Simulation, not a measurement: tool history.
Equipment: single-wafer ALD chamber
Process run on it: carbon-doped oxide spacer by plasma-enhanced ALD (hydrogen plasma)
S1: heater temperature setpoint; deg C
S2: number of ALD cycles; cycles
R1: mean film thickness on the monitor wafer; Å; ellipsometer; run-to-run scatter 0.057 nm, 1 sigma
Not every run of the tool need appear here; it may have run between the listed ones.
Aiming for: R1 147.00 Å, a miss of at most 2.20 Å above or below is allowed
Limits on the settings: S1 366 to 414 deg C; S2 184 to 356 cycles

run 1 hour=0.0 | S1=390 S2=270 | R1=129.17
run 2 hour=3.4 | S1=390 S2=278 | R1=131.76
run 3 hour=9.1 | S1=390 S2=285 | R1=136.22
run 4 hour=15.0 | S1=384 S2=285 | R1=135.87
run 5 hour=23.1 | S1=374 S2=285 | R1=135.98
run 6 hour=28.6 | S1=374 S2=290 | R1=138.72
run 7 hour=31.0 | S1=374 S2=293 | R1=140.52
run 8 hour=38.3 | S1=374 S2=296 | R1=142.47
run 9 hour=41.8 | S1=374 S2=298 | R1=142.44
run 10 hour=49.9 | S1=374 S2=300 | R1=143.43
run 11 hour=51.1 | S1=374 S2=302 | R1=144.32

Which of these 5 next moves meets every target?
run A hour=52.3 | S1=376 S2=307 | R1=?
run B hour=52.3 | S1=366 S2=292 | R1=?
run C hour=52.3 | S1=369 S2=294 | R1=?
run D hour=52.3 | S1=383 S2=297 | R1=?
run E hour=52.3 | S1=366 S2=296 | R1=?

move=A R1=147.47
move=B R1=140.27
move=C R1=141.23
move=D R1=142.67
move=E R1=142.19
A: every result within its allowed miss
B: its largest miss is bigger than the last run's
C: its largest miss is bigger than the last run's
D: its largest miss is bigger than the last run's
E: its largest miss is bigger than the last run's
A is the move that brings every result within its allowed miss.
